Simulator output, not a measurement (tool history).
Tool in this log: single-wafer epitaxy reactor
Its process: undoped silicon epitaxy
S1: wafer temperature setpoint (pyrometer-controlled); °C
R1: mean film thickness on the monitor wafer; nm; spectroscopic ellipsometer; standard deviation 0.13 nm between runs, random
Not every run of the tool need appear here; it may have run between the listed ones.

{"run": 1, "hour": 0.0, "S1": 655, "deposition time (s)": 261, "R1": 49.526}
{"run": 2, "hour": 3.9, "S1": 649, "deposition time (s)": 261, "R1": 44.135}
{"run": 3, "hour": 6.5, "S1": 649, "deposition time (s)": 291, "R1": 49.207}
{"run": 4, "hour": 13.7, "S1": 658, "deposition time (s)": 291, "R1": 58.385}
{"run": 5, "hour": 20.2, "S1": 659, "deposition time (s)": 291, "R1": 59.466}
{"run": 6, "hour": 24.5, "S1": 659, "deposition time (s)": 254, "R1": 52.056}
{"run": 7, "hour": 31.7, "S1": 661, "deposition time (s)": 254, "R1": 54.025}

Predict the results of run 8:
{"run": 8, "hour": 32.3, "S1": 662, "deposition time (s)": 254, "R1": "?"}

R1: 55.011 nm

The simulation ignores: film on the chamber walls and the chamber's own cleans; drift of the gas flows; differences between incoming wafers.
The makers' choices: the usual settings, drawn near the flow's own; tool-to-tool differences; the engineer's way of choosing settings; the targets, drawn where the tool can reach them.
